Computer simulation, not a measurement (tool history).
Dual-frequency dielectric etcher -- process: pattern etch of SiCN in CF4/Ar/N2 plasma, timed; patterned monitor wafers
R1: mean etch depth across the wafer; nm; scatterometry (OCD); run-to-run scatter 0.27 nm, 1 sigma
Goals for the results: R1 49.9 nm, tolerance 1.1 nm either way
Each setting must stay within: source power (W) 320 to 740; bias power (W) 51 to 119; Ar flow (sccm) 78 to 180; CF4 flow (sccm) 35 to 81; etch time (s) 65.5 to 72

Run 1, hour 0: source power (W) 530, bias power (W) 85, Ar flow (sccm) 129, CF4 flow (sccm) 58, etch time (s) 72. Result: R1 65.783 nm.
Run 2, hour 2.3: source power (W) 500, bias power (W) 85, Ar flow (sccm) 129, CF4 flow (sccm) 58, etch time (s) 72. Result: R1 62.015 nm.
Run 3, hour 5: source power (W) 500, bias power (W) 85, Ar flow (sccm) 108, CF4 flow (sccm) 58, etch time (s) 72. Result: R1 63.197 nm.
Run 4, hour 8.8: source power (W) 480, bias power (W) 85, Ar flow (sccm) 108, CF4 flow (sccm) 58, etch time (s) 72. Result: R1 60.974 nm.
Run 5, hour 10.9: source power (W) 480, bias power (W) 85, Ar flow (sccm) 93, CF4 flow (sccm) 58, etch time (s) 72. Result: R1 63.098 nm.
Run 6, hour 18.7: source power (W) 480, bias power (W) 85, Ar flow (sccm) 93, CF4 flow (sccm) 52, etch time (s) 72. Result: R1 62.512 nm.
Run 7, hour 25.9: source power (W) 460, bias power (W) 85, Ar flow (sccm) 93, CF4 flow (sccm) 52, etch time (s) 72. Result: R1 59.774 nm.
Run 8, hour 28.4: source power (W) 440, bias power (W) 85, Ar flow (sccm) 93, CF4 flow (sccm) 52, etch time (s) 72. Result: R1 57.049 nm.
Run 9, hour 30.8: source power (W) 430, bias power (W) 85, Ar flow (sccm) 93, CF4 flow (sccm) 52, etch time (s) 72. Result: R1 55.731 nm.
Run 10, hour 38.7: source power (W) 420, bias power (W) 85, Ar flow (sccm) 93, CF4 flow (sccm) 52, etch time (s) 72. Result: R1 54.582 nm.
Run 11, hour 46.8: source power (W) 410, bias power (W) 85, Ar flow (sccm) 93, CF4 flow (sccm) 52, etch time (s) 72. Result: R1 53.169 nm.

Consider the 5 candidate settings below. Which is the only one whose results all fall within their allowed miss of target?
Run A, hour 54.9: source power (W) 450, bias power (W) 82, Ar flow (sccm) 85, CF4 flow (sccm) 51, etch time (s) 65.5. Result: R1 ?.
Run B, hour 54.9: source power (W) 380, bias power (W) 90, Ar flow (sccm) 79, CF4 flow (sccm) 48, etch time (s) 70.5. Result: R1 ?.
Run C, hour 54.9: source power (W) 400, bias power (W) 80, Ar flow (sccm) 97, CF4 flow (sccm) 64, etch time (s) 72. Result: R1 ?.
Run D, hour 54.9: source power (W) 360, bias power (W) 90, Ar flow (sccm) 94, CF4 flow (sccm) 58, etch time (s) 71.5. Result: R1 ?.
Run E, hour 54.9: source power (W) 410, bias power (W) 86, Ar flow (sccm) 92, CF4 flow (sccm) 49, etch time (s) 72. Result: R1 ?.

move      R1
   A  52.931
   B  49.794
   C  51.609
   D  47.479
   E  52.767
A: nearer than the last run, and not there yet
B: in spec on every target
C: nearer than the last run, and not there yet
D: takes the biggest miss from the last run beyond its target
E: nearer than the last run, and not there yet
Answer: B
